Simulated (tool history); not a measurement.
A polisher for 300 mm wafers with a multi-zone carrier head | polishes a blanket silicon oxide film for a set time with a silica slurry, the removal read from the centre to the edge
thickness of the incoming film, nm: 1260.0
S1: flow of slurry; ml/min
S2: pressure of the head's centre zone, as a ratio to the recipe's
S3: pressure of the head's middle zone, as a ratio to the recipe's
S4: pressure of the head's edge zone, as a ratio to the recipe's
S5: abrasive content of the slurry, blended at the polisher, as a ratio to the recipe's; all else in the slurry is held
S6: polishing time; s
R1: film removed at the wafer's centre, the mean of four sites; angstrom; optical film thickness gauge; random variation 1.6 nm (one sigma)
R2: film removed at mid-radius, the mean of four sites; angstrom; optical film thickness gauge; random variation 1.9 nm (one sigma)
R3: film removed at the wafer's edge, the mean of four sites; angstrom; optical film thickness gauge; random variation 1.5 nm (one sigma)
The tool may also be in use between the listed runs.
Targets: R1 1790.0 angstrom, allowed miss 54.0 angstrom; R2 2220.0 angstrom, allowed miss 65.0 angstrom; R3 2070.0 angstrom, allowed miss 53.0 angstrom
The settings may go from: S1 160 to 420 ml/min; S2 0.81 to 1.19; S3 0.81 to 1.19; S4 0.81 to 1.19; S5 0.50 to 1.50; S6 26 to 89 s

| run | day | S1 | S2 | S3 | S4 | S5 | S6 | R1 | R2 | R3 |
|---|---|---|---|---|---|---|---|---|---|---|
| 1 | 0.000 | 270 | 1.00 | 1.00 | 1.00 | 1.00 | 57 | 1742.2 | 1778.6 | 1800.5 |
| 2 | 0.350 | 270 | 0.97 | 1.00 | 1.00 | 1.00 | 57 | 1717.0 | 1761.2 | 1829.2 |
| 3 | 0.625 | 275 | 0.97 | 1.02 | 1.01 | 1.00 | 57 | 1711.2 | 1794.6 | 1820.1 |
| 4 | 0.675 | 275 | 0.97 | 1.02 | 1.01 | 1.20 | 57 | 1874.0 | 1927.0 | 2006.1 |
| 5 | 0.767 | 275 | 1.04 | 1.02 | 1.01 | 1.20 | 57 | 2012.4 | 1950.9 | 1972.4 |
| 6 | 0.829 | 275 | 1.02 | 1.04 | 1.01 | 1.20 | 57 | 1940.5 | 1967.9 | 1964.4 |
| 7 | 0.967 | 280 | 1.01 | 1.06 | 1.02 | 1.20 | 57 | 1974.1 | 2033.3 | 1970.3 |
| 8 | 1.188 | 280 | 0.99 | 1.07 | 1.03 | 1.20 | 57 | 1916.7 | 2057.8 | 1973.6 |
| 9 | 1.429 | 280 | 0.98 | 1.08 | 1.04 | 1.20 | 57 | 1897.6 | 2100.4 | 1980.7 |
| 10 | 1.638 | 280 | 0.97 | 1.08 | 1.05 | 1.20 | 57 | 1889.4 | 2085.0 | 2002.3 |
| 11 | 1.971 | 280 | 0.96 | 1.09 | 1.06 | 1.20 | 57 | 1849.0 | 2051.9 | 2027.1 |
| 12 | 2.046 | 280 | 0.95 | 1.10 | 1.06 | 1.20 | 57 | 1856.3 | 2088.6 | 2025.7 |
| 13 | 2.321 | 280 | 0.94 | 1.11 | 1.06 | 1.20 | 57 | 1818.2 | 2095.4 | 2014.4 |

4 next moves are on the table. One of them brings every result within its allowed miss. Which?
| A | 2.596 | 265 | 0.91 | 1.16 | 1.10 | 1.35 | 55 | ? | ? | ? |
| B | 2.596 | 270 | 1.00 | 1.12 | 1.01 | 1.20 | 56 | ? | ? | ? |
| C | 2.596 | 215 | 0.97 | 1.16 | 1.06 | 1.25 | 59 | ? | ? | ? |
| D | 2.596 | 315 | 0.89 | 1.03 | 0.99 | 1.15 | 59 | ? | ? | ? |

| move | R1 | R2 | R3 |
|---|---|---|---|
| A | 1791.8 | 2207.6 | 2077.6 |
| B | 1917.2 | 2083.3 | 1956.8 |
| C | 1924.9 | 2230.0 | 2084.3 |
| D | 1795.7 | 2042.1 | 2038.4 |
A: meets every target
B: further off than the last run
C: brings the result that was furthest off to its target, and leaves another outside
D: further off than the last run
The right move is A.
